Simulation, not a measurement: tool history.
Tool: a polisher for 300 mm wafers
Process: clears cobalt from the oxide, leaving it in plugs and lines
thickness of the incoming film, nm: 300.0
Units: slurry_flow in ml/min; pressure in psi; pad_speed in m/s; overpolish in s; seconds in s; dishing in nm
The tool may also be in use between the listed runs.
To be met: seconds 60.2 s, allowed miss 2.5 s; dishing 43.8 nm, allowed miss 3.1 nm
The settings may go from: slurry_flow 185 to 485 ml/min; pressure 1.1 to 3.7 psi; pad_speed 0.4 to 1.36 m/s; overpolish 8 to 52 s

Run 1, hour 0: slurry_flow 310 ml/min, pressure 2.4 psi, pad_speed 0.88 m/s, overpolish 26 s. Result: seconds 50.105 s, dishing 42.089 nm.
Run 2, hour 3.2: slurry_flow 310 ml/min, pressure 2.4 psi, pad_speed 0.88 m/s, overpolish 15 s. Result: seconds 49.921 s, dishing 36.936 nm.
Run 3, hour 10.3: slurry_flow 385 ml/min, pressure 2.4 psi, pad_speed 0.88 m/s, overpolish 15 s. Result: seconds 49.902 s, dishing 36.26 nm.
Run 4, hour 14.1: slurry_flow 380 ml/min, pressure 2.3 psi, pad_speed 0.88 m/s, overpolish 20 s. Result: seconds 51.863 s, dishing 39.946 nm.
Run 5, hour 22.5: slurry_flow 380 ml/min, pressure 2.2 psi, pad_speed 0.88 m/s, overpolish 22 s. Result: seconds 54.856 s, dishing 39.815 nm.
Run 6, hour 27.2: slurry_flow 380 ml/min, pressure 2.2 psi, pad_speed 0.88 m/s, overpolish 24 s. Result: seconds 53.86 s, dishing 41.953 nm.
Run 7, hour 31.4: slurry_flow 380 ml/min, pressure 2.1 psi, pad_speed 0.88 m/s, overpolish 25 s. Result: seconds 56.024 s, dishing 40.805 nm.
Run 8, hour 39.7: slurry_flow 380 ml/min, pressure 2.1 psi, pad_speed 0.88 m/s, overpolish 27 s. Result: seconds 57.09 s, dishing 40.415 nm.
Run 9, hour 41.3: slurry_flow 380 ml/min, pressure 2.1 psi, pad_speed 0.88 m/s, overpolish 30 s. Result: seconds 57.458 s, dishing 43.132 nm.
Run 10, hour 41.9: slurry_flow 380 ml/min, pressure 2.1 psi, pad_speed 0.88 m/s, overpolish 31 s. Result: seconds 57.108 s, dishing 42.694 nm.
Run 11, hour 45.3: slurry_flow 380 ml/min, pressure 2.1 psi, pad_speed 0.88 m/s, overpolish 32 s. Result: seconds 57.671 s, dishing 43.099 nm.
Run 12, hour 51.6: slurry_flow 380 ml/min, pressure 2.1 psi, pad_speed 0.88 m/s, overpolish 32 s. Result: seconds 56.702 s, dishing 41.9 nm.
Run 13, hour 56.1: slurry_flow 380 ml/min, pressure 2.1 psi, pad_speed 0.88 m/s, overpolish 34 s. Result: seconds 57.23 s, dishing 42.052 nm.
Run 14, hour 64.2: slurry_flow 375 ml/min, pressure 2.1 psi, pad_speed 0.88 m/s, overpolish 36 s. Result: seconds 56.7 s, dishing 42.272 nm.
Run 15, hour 70.2: slurry_flow 375 ml/min, pressure 2.1 psi, pad_speed 0.88 m/s, overpolish 38 s. Result: seconds 57.797 s, dishing 43.49 nm.

Which of these 5 next moves meets every target?
Run A, hour 76.2: slurry_flow 370 ml/min, pressure 2.6 psi, pad_speed 0.76 m/s, overpolish 43 s. Result: seconds ?, dishing ?.
Run B, hour 76.2: slurry_flow 430 ml/min, pressure 2 psi, pad_speed 0.94 m/s, overpolish 35 s. Result: seconds ?, dishing ?.
Run C, hour 76.2: slurry_flow 390 ml/min, pressure 2.4 psi, pad_speed 0.84 m/s, overpolish 43 s. Result: seconds ?, dishing ?.
Run D, hour 76.2: slurry_flow 280 ml/min, pressure 2.3 psi, pad_speed 0.84 m/s, overpolish 39 s. Result: seconds ?, dishing ?.
Run E, hour 76.2: slurry_flow 370 ml/min, pressure 1.7 psi, pad_speed 1.02 m/s, overpolish 49 s. Result: seconds ?, dishing ?.

move  seconds  dishing
   A   52.299   45.138
   B   54.339   44.346
   C    51.13   45.174
   D   54.562   44.755
   E   59.257   45.242
A: further off than the last run
B: further off than the last run
C: further off than the last run
D: further off than the last run
E: meets every target
Move E is the one to make.
